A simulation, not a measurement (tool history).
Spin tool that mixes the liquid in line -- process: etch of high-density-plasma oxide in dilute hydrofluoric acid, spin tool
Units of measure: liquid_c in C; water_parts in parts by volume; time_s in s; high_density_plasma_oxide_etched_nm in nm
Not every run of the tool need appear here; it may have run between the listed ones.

run	hour	liquid_c	water_parts	time_s	high_density_plasma_oxide_etched_nm
1	0	20	275	305	5.7667
2	7.2	19.5	285	305	5.3838
3	8.1	19	290	305	5.1383
4	16.6	18.5	295	305	4.9321
5	21.9	18.5	255	305	5.9646
6	27.2	18.5	265	305	5.6289
7	30.7	18	275	305	5.3261
8	33.6	18	285	305	5.124

The next listed run, before its measurement:
9	42	18	290	305	?

high_density_plasma_oxide_etched_nm: 4.9642 nm
